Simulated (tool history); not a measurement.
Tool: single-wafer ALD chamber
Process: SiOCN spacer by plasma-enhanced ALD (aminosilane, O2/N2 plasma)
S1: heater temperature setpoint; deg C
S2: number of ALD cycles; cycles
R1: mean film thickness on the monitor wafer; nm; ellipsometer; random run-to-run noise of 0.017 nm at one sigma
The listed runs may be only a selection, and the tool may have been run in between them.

{"run": 1, "hour": 0.0, "S1": 425, "S2": 113, "R1": 6.1367}
{"run": 2, "hour": 5.2, "S1": 416, "S2": 113, "R1": 6.3098}
{"run": 3, "hour": 10.1, "S1": 416, "S2": 100, "R1": 5.5908}
{"run": 4, "hour": 11.3, "S1": 412, "S2": 108, "R1": 6.088}
{"run": 5, "hour": 18.5, "S1": 419, "S2": 108, "R1": 5.9522}
{"run": 6, "hour": 26.5, "S1": 415, "S2": 114, "R1": 6.3841}
{"run": 7, "hour": 29.6, "S1": 412, "S2": 118, "R1": 6.6609}
{"run": 8, "hour": 31.6, "S1": 410, "S2": 121, "R1": 6.9032}
{"run": 9, "hour": 35.6, "S1": 408, "S2": 123, "R1": 7.0525}
{"run": 10, "hour": 42.8, "S1": 406, "S2": 124, "R1": 7.1451}
{"run": 11, "hour": 43.8, "S1": 405, "S2": 125, "R1": 7.1965}
{"run": 12, "hour": 52.5, "S1": 404, "S2": 126, "R1": 7.2553}
{"run": 13, "hour": 54.8, "S1": 404, "S2": 127, "R1": 7.3339}

What does the tool deliver on the next run?
{"hour": 55.6, "done": "thermocouple changed; heater temperature recalibrated"}
{"run": 14, "hour": 55.6, "S1": 403, "S2": 127, "R1": "?"}

{"run 14": {"R1": 7.3294}}
